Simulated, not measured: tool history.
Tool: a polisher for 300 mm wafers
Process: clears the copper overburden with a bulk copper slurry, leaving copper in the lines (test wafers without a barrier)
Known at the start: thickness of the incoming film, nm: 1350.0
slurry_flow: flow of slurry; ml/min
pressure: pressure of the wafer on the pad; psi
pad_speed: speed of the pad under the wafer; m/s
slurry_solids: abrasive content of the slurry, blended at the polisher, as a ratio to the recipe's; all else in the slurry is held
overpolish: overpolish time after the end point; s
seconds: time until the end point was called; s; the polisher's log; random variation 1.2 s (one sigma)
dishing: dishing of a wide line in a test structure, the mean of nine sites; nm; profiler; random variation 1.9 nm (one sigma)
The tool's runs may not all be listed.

Run 1, hour 0: slurry_flow 195 ml/min, pressure 2.7 psi, pad_speed 1.4 m/s, slurry_solids 1, overpolish 15 s. Result: seconds 108.35 s, dishing 81.231 nm.
Run 2, hour 7.1: slurry_flow 195 ml/min, pressure 2.7 psi, pad_speed 1.4 m/s, slurry_solids 0.85, overpolish 15 s. Result: seconds 114.27 s, dishing 80.971 nm.
Run 3, hour 10.5: slurry_flow 240 ml/min, pressure 2.7 psi, pad_speed 1.4 m/s, slurry_solids 0.85, overpolish 15 s. Result: seconds 110.85 s, dishing 81.487 nm.
Run 4, hour 16.4: slurry_flow 260 ml/min, pressure 2.7 psi, pad_speed 1.4 m/s, slurry_solids 0.85, overpolish 15 s. Result: seconds 109.77 s, dishing 79.643 nm.
Run 5, hour 17.9: slurry_flow 260 ml/min, pressure 2.7 psi, pad_speed 1.4 m/s, slurry_solids 0.85, overpolish 9 s. Result: seconds 111.23 s, dishing 56.813 nm.
Run 6, hour 21.7: slurry_flow 260 ml/min, pressure 2.7 psi, pad_speed 1.54 m/s, slurry_solids 0.85, overpolish 9 s. Result: seconds 104.01 s, dishing 61.74 nm.
Run 7, hour 24.7: slurry_flow 255 ml/min, pressure 2.6 psi, pad_speed 1.54 m/s, slurry_solids 0.85, overpolish 10 s. Result: seconds 106.05 s, dishing 63.009 nm.

Run 8 comes next. What will it give?
Run 8, hour 30.9: slurry_flow 255 ml/min, pressure 2.6 psi, pad_speed 1.54 m/s, slurry_solids 0.85, overpolish 10 s. Result: seconds ?, dishing ?.

{"run 8": {"seconds": 104.68, "dishing": 67.095}}
